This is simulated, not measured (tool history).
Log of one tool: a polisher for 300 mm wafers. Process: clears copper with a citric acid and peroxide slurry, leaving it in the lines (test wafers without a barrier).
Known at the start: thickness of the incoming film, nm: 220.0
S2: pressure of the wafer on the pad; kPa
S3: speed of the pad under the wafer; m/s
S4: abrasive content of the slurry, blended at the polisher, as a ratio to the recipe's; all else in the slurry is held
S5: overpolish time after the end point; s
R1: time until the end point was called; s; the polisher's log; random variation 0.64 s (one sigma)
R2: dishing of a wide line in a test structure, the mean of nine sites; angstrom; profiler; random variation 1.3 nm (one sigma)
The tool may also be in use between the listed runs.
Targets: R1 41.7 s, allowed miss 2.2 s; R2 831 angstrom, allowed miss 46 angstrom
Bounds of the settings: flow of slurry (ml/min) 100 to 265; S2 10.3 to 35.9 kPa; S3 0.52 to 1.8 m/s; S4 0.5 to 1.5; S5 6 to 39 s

{"run": 1, "day": 0.0, "flow of slurry (ml/min)": 170, "S2": 22.8, "S3": 1.16, "S4": 1, "S5": 20, "R1": 86.733, "R2": 339.16}
{"run": 2, "day": 0.117, "flow of slurry (ml/min)": 145, "S2": 22.8, "S3": 1.16, "S4": 1, "S5": 20, "R1": 89.606, "R2": 331.05}
{"run": 3, "day": 0.338, "flow of slurry (ml/min)": 145, "S2": 22.8, "S3": 1.16, "S4": 1.1, "S5": 20, "R1": 85.75, "R2": 336.82}
{"run": 4, "day": 0.417, "flow of slurry (ml/min)": 190, "S2": 22.8, "S3": 1.16, "S4": 1.1, "S5": 20, "R1": 84.784, "R2": 362.24}
{"run": 5, "day": 0.65, "flow of slurry (ml/min)": 220, "S2": 22.8, "S3": 1.16, "S4": 1.1, "S5": 20, "R1": 83.374, "R2": 369.77}
{"run": 6, "day": 0.771, "flow of slurry (ml/min)": 200, "S2": 22.8, "S3": 1.16, "S4": 1.1, "S5": 20, "R1": 84.012, "R2": 356.5}
{"run": 7, "day": 0.821, "flow of slurry (ml/min)": 200, "S2": 24.8, "S3": 1.2, "S4": 1.1, "S5": 21, "R1": 77.633, "R2": 408.58}
{"run": 8, "day": 0.883, "flow of slurry (ml/min)": 200, "S2": 24.8, "S3": 1.2, "S4": 1.1, "S5": 21, "R1": 75.469, "R2": 400.46}

4 next moves are on the table. One of them brings every result within its allowed miss. Which?
{"run": "A", "day": 0.946, "flow of slurry (ml/min)": 165, "S2": 35.9, "S3": 1.68, "S4": 0.95, "S5": 16, "R1": "?", "R2": "?"}
{"run": "B", "day": 0.946, "flow of slurry (ml/min)": 215, "S2": 15.2, "S3": 0.88, "S4": 0.75, "S5": 24, "R1": "?", "R2": "?"}
{"run": "C", "day": 0.946, "flow of slurry (ml/min)": 220, "S2": 32.4, "S3": 1.34, "S4": 1.45, "S5": 23, "R1": "?", "R2": "?"}
{"run": "D", "day": 0.946, "flow of slurry (ml/min)": 210, "S2": 35.2, "S3": 1.7, "S4": 1.1, "S5": 29, "R1": "?", "R2": "?"}

move=A R1=44.4 R2=502.18
move=B R1=154.76 R2=236.35
move=C R1=49.952 R2=607.74
move=D R1=41.952 R2=817.67
A: nearer than the last run, and not there yet
B: further off than the last run
C: nearer than the last run, and not there yet
D: meets every target
Move D is the one to make.

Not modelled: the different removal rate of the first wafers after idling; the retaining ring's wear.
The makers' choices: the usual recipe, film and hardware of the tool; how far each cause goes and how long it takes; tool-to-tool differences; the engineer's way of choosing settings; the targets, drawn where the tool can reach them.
